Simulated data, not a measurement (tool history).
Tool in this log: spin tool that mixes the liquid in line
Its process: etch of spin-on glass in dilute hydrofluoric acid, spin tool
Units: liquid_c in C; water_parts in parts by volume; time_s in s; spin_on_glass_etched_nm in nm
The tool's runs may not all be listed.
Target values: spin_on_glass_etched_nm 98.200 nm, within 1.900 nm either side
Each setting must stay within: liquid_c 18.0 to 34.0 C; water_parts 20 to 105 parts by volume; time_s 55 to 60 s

run	hour	liquid_c	water_parts	time_s	spin_on_glass_etched_nm
1	0.0	26.0	55	55	78.423
2	8.9	27.0	55	55	81.600
3	17.4	27.0	55	55	82.447
4	25.6	27.0	50	55	90.804
5	34.0	27.0	40	55	115.970
6	35.5	27.0	40	55	115.690
7	42.1	27.0	40	55	115.710
8	46.9	26.5	40	55	113.950
9	50.2	26.0	40	55	110.560
10	52.5	25.5	40	55	109.120
11	53.5	25.0	40	55	107.050
12	56.5	24.5	40	55	103.980
13	62.8	24.5	40	55	104.310
14	66.6	23.5	40	55	100.220

5 candidate next runs follow, results not yet known. Just one meets every target within its allowed miss. Identify it.
A	70.4	25.0	40	55	?
B	70.4	24.5	40	55	?
C	70.4	25.0	45	60	?
D	70.4	21.0	35	55	?
E	70.4	24.0	45	60	?

move	spin_on_glass_etched_nm
A	106.460
B	104.290
C	102.530
D	103.580
E	98.399
A: the biggest miss grows against the last run
B: the biggest miss grows against the last run
C: the biggest miss grows against the last run
D: the biggest miss grows against the last run
E: all results in spec
Correct choice: E, which meets every target

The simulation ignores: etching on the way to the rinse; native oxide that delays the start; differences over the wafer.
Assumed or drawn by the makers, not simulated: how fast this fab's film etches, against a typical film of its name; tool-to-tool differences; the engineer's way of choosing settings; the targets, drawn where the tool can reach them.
